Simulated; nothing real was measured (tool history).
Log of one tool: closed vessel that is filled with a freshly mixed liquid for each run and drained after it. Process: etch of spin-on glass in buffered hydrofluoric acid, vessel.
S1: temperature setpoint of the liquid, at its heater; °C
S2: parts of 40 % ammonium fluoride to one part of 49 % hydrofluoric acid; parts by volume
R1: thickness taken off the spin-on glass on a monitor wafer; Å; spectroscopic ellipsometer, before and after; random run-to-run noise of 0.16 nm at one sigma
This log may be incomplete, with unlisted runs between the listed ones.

run 1 day=0.000 | S1=25.0 S2=15.5 time_in_the_liquid_(s)=35 | R1=643.08
run 2 day=0.329 | S1=22.5 S2=15.5 time_in_the_liquid_(s)=35 | R1=559.60
run 3 day=0.700 | S1=22.5 S2=15.5 time_in_the_liquid_(s)=35 | R1=558.99
run 4 day=1.058 | S1=21.0 S2=15.5 time_in_the_liquid_(s)=35 | R1=516.61
run 5 day=1.212 | S1=21.0 S2=15.5 time_in_the_liquid_(s)=30 | R1=445.01
run 6 day=1.417 | S1=21.0 S2=18.0 time_in_the_liquid_(s)=30 | R1=381.56

For run 7, what comes out?
run 7 day=1.754 | S1=21.0 S2=18.0 time_in_the_liquid_(s)=30 | R1=?

R1: 383.10 Å

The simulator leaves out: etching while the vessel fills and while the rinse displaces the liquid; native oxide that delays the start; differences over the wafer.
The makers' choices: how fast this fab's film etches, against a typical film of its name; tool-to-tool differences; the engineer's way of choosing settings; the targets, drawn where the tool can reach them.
